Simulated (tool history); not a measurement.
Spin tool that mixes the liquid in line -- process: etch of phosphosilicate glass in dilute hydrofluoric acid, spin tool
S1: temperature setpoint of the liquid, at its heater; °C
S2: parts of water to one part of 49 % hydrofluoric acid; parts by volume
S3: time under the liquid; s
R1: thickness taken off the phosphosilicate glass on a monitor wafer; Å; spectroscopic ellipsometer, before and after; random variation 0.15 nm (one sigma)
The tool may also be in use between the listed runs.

{"run": 1, "hour": 0.0, "S1": 22.0, "S2": 265, "S3": 55, "R1": 173.3}
{"run": 2, "hour": 5.0, "S1": 23.5, "S2": 255, "S3": 55, "R1": 191.4}
{"run": 3, "hour": 9.4, "S1": 25.5, "S2": 255, "S3": 55, "R1": 206.85}
{"run": 4, "hour": 12.7, "S1": 25.5, "S2": 335, "S3": 55, "R1": 144.32}
{"run": 5, "hour": 20.8, "S1": 22.5, "S2": 335, "S3": 55, "R1": 130.06}
{"run": 6, "hour": 29.3, "S1": 22.5, "S2": 335, "S3": 55, "R1": 130.08}
{"run": 7, "hour": 31.0, "S1": 26.5, "S2": 230, "S3": 55, "R1": 242.36}
{"run": 8, "hour": 36.8, "S1": 27.0, "S2": 230, "S3": 55, "R1": 245.89}
{"run": 9, "hour": 42.7, "S1": 27.5, "S2": 230, "S3": 55, "R1": 249.97}

Run 10 is up next; what results do you expect?
{"hour": 43.7, "done": "thermometer replaced"}
{"run": 10, "hour": 43.7, "S1": 28.0, "S2": 230, "S3": 55, "R1": "?"}

R1: 234.74 Å
